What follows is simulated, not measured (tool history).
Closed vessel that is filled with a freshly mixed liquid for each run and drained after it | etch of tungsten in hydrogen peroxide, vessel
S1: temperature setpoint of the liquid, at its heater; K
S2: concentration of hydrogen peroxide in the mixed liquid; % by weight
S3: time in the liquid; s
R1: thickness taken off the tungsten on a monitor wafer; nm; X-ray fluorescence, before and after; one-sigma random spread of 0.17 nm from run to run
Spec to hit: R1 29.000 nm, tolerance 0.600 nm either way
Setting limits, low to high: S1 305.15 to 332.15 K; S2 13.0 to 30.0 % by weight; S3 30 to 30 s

run,hour,S1,S2,S3,R1
1,0.0,316.15,26.0,30,41.361
2,4.9,314.65,26.0,30,37.496
3,12.6,314.65,30.0,30,40.650
4,20.7,313.15,30.0,30,36.764
5,27.3,307.15,30.0,30,24.470
6,33.3,308.15,30.0,30,26.353
7,37.2,308.65,30.0,30,27.245
8,39.4,308.65,30.0,30,27.264
9,43.6,309.15,30.0,30,28.124

Pick the move, out of 5, that brings all results within their allowed miss; only one does.
A,47.8,308.65,29.0,30,?
B,47.8,309.65,26.5,30,?
C,47.8,309.65,30.0,30,?
D,47.8,308.65,28.5,30,?
E,47.8,309.15,29.0,30,?

move,R1
A,26.632
B,27.216
C,28.958
D,26.401
E,27.537
A: the biggest miss grows against the last run
B: the biggest miss grows against the last run
C: meets every target
D: the biggest miss grows against the last run
E: the biggest miss grows against the last run
Move C is the one to make.
